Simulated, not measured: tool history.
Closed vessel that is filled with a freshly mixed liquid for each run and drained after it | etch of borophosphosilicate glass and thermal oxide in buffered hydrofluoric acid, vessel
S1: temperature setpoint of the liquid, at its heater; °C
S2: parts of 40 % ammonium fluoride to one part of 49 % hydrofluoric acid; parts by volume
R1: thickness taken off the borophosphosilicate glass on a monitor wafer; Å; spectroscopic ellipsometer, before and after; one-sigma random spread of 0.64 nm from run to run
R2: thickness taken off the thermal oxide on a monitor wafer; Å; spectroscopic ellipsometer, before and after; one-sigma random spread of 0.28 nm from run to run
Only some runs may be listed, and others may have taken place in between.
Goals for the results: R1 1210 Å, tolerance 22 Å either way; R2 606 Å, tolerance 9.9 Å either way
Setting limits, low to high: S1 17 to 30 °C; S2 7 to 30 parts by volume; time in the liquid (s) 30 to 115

Run 1, hour 0: S1 22 °C, S2 19 parts by volume, time in the liquid (s) 60. Result: R1 591.77 Å, R2 296.95 Å.
Run 2, hour 2.6: S1 24 °C, S2 17.5 parts by volume, time in the liquid (s) 60. Result: R1 716.26 Å, R2 359.88 Å.
Run 3, hour 9: S1 25.5 °C, S2 16.5 parts by volume, time in the liquid (s) 60. Result: R1 821.7 Å, R2 415.2 Å.
Run 4, hour 16.1: S1 26.5 °C, S2 16 parts by volume, time in the liquid (s) 60. Result: R1 891.18 Å, R2 447.88 Å.
Run 5, hour 23.2: S1 27.5 °C, S2 15.5 parts by volume, time in the liquid (s) 60. Result: R1 975.57 Å, R2 484.39 Å.
Run 6, hour 32.2: S1 27.5 °C, S2 15.5 parts by volume, time in the liquid (s) 80. Result: R1 1302.4 Å, R2 650.76 Å.
Run 7, hour 40.6: S1 27 °C, S2 15.5 parts by volume, time in the liquid (s) 80. Result: R1 1269.8 Å, R2 633.41 Å.
Run 8, hour 42.1: S1 26.5 °C, S2 15.5 parts by volume, time in the liquid (s) 80. Result: R1 1232.1 Å, R2 611.97 Å.

Pick the move, out of 4, that brings all results within their allowed miss; only one does.
Run A, hour 43.6: S1 25.5 °C, S2 16.5 parts by volume, time in the liquid (s) 85. Result: R1 ?, R2 ?.
Run B, hour 43.6: S1 30 °C, S2 15.5 parts by volume, time in the liquid (s) 65. Result: R1 ?, R2 ?.
Run C, hour 43.6: S1 28.5 °C, S2 17 parts by volume, time in the liquid (s) 75. Result: R1 ?, R2 ?.
Run D, hour 43.6: S1 28.5 °C, S2 19 parts by volume, time in the liquid (s) 90. Result: R1 ?, R2 ?.

move      R1      R2
   A  1169.3  583.62
   B  1206.6  603.37
   C    1175  587.36
   D  1263.5  631.82
A: takes the biggest miss from the last run beyond its target
B: in spec on every target
C: takes the biggest miss from the last run beyond its target
D: lands further from the targets than the last run did
Move B is the one to make.
